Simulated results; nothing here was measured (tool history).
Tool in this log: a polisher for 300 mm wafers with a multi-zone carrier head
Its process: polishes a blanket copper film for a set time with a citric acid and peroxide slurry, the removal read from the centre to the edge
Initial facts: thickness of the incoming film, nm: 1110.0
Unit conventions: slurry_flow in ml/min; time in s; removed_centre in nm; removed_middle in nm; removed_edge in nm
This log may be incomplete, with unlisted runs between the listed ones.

| run | day | slurry_flow | centre_zone | middle_zone | edge_zone | slurry_solids | time | removed_centre | removed_middle | removed_edge |
|---|---|---|---|---|---|---|---|---|---|---|
| 1 | 0.000 | 165 | 1.00 | 1.00 | 1.00 | 1.00 | 81 | 319.50 | 349.31 | 340.34 |
| 2 | 0.092 | 165 | 1.00 | 1.00 | 0.92 | 1.00 | 81 | 333.09 | 340.30 | 322.10 |
| 3 | 0.358 | 160 | 0.99 | 0.97 | 0.90 | 0.95 | 80 | 313.72 | 328.96 | 316.23 |
| 4 | 0.492 | 160 | 1.02 | 0.94 | 0.89 | 0.90 | 78 | 313.65 | 297.81 | 299.20 |
| 5 | 0.583 | 160 | 1.02 | 0.86 | 0.89 | 0.90 | 78 | 316.98 | 289.62 | 307.16 |
| 6 | 0.808 | 155 | 1.02 | 0.86 | 0.88 | 0.85 | 78 | 309.01 | 283.16 | 297.38 |
| 7 | 1.029 | 150 | 1.02 | 0.85 | 0.87 | 0.80 | 78 | 306.91 | 277.27 | 291.48 |
| 8 | 1.196 | 145 | 1.02 | 0.84 | 0.86 | 0.80 | 78 | 298.49 | 274.00 | 288.19 |

Estimate the outcome of run 9 from the log above:
| 9 | 1.442 | 140 | 1.03 | 0.83 | 0.86 | 0.80 | 78 | ? | ? | ? |

removed_centre: 298.58 nm
removed_middle: 272.29 nm
removed_edge: 285.85 nm
